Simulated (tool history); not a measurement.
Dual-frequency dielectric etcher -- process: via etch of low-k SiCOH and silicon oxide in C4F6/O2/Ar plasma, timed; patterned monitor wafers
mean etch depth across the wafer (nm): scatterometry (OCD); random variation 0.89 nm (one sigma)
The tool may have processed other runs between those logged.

| run | hour | source power (W) | bias power (W) | etch time (s) | mean etch depth across the wafer (nm) |
|---|---|---|---|---|---|
| 1 | 0 | 430 | 163 | 62.5 | 185.43 |
| 2 | 7.7 | 430 | 163 | 65.5 | 192.99 |
| 3 | 9.8 | 380 | 145 | 64.5 | 173.02 |
| 4 | 16.9 | 450 | 145 | 64.5 | 184.33 |
| 5 | 18.9 | 450 | 127 | 64.5 | 172.75 |
| 6 | 20.2 | 400 | 121 | 64.5 | 161.88 |
| 7 | 26.4 | 310 | 110 | 64 | 141.7 |

Estimate the outcome of run 8 from the log above:
| 8 | 33.8 | 310 | 110 | 64 | ? |

Run 8 yielded mean etch depth across the wafer (nm) 141.22.
